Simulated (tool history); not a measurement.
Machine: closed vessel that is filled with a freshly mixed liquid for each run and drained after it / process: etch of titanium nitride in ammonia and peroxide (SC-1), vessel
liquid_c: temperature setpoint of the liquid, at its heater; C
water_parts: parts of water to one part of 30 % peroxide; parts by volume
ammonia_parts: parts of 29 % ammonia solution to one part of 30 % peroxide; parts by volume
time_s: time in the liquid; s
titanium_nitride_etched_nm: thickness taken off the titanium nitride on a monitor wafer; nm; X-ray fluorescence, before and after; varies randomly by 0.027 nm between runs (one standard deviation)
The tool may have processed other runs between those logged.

| run | hour | liquid_c | water_parts | ammonia_parts | time_s | titanium_nitride_etched_nm |
|---|---|---|---|---|---|---|
| 1 | 0 | 49 | 12.5 | 0.4 | 30 | 2.5411 |
| 2 | 1.3 | 50 | 12.5 | 0.4 | 30 | 2.7523 |
| 3 | 6.5 | 50.5 | 12.5 | 0.4 | 30 | 2.8754 |
| 4 | 10.9 | 50.5 | 12.5 | 0.5 | 30 | 2.9628 |
| 5 | 13.7 | 50.5 | 16 | 0.5 | 30 | 2.5836 |
| 6 | 14.8 | 51.5 | 16 | 0.5 | 30 | 2.782 |

What will run 7 give?
| 7 | 16.4 | 52 | 16 | 0.5 | 30 | ? |

{"run 7": {"titanium_nitride_etched_nm": 2.8915}}

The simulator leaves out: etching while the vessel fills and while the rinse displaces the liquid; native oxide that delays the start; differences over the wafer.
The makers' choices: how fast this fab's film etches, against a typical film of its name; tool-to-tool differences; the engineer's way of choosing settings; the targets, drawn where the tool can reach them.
